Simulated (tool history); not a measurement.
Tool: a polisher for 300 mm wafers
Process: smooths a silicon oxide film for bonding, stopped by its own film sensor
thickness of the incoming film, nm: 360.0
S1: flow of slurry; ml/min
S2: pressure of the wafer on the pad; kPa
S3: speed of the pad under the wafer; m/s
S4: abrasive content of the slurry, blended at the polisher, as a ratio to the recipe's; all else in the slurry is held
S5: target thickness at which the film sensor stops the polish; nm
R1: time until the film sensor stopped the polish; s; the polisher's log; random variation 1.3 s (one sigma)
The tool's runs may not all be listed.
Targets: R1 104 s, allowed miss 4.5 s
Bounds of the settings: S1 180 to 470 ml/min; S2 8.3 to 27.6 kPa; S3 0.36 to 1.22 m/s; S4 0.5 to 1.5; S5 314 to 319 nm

run 1 day=0 | S1=300 S2=17.9 S3=0.78 S4=1 S5=314 | R1=66.645
run 2 day=0.058 | S1=235 S2=17.9 S3=0.78 S4=1 S5=314 | R1=69.088
run 3 day=0.242 | S1=180 S2=17.9 S3=0.78 S4=1 S5=314 | R1=71.887
run 4 day=0.617 | S1=180 S2=17.9 S3=0.78 S4=1.1 S5=314 | R1=67.408
run 5 day=0.812 | S1=250 S2=17.9 S3=0.78 S4=1.1 S5=314 | R1=65.113
run 6 day=0.942 | S1=250 S2=15.9 S3=0.78 S4=1.1 S5=314 | R1=72.997
run 7 day=1.108 | S1=250 S2=14.5 S3=0.78 S4=1.1 S5=314 | R1=81.028
run 8 day=1.408 | S1=250 S2=13.8 S3=0.78 S4=1.1 S5=314 | R1=84.022
run 9 day=1.779 | S1=250 S2=13.1 S3=0.78 S4=1.1 S5=314 | R1=88.715
run 10 day=2.067 | S1=250 S2=12.4 S3=0.78 S4=1.1 S5=314 | R1=91.785
run 11 day=2.367 | S1=250 S2=11.7 S3=0.78 S4=1.1 S5=314 | R1=98.362
run 12 day=2.538 | S1=245 S2=11.7 S3=0.78 S4=1.1 S5=314 | R1=99.438
run 13 day=2.9 | S1=240 S2=11.7 S3=0.78 S4=1.1 S5=314 | R1=97.382

4 next moves are on the table. One of them brings every result within its allowed miss. Which?
run A day=3.262 | S1=245 S2=10.3 S3=0.92 S4=1.2 S5=314 | R1=?
run B day=3.262 | S1=305 S2=11.7 S3=0.72 S4=1.1 S5=314 | R1=?
run C day=3.262 | S1=235 S2=12.4 S3=0.74 S4=1.05 S5=317 | R1=?
run D day=3.262 | S1=260 S2=11 S3=0.8 S4=1 S5=318 | R1=?

move=A R1=91.989
move=B R1=102.1
move=C R1=92.445
move=D R1=96.786
A: further off than the last run
B: meets every target
C: further off than the last run
D: further off than the last run
Move B is the one to make.
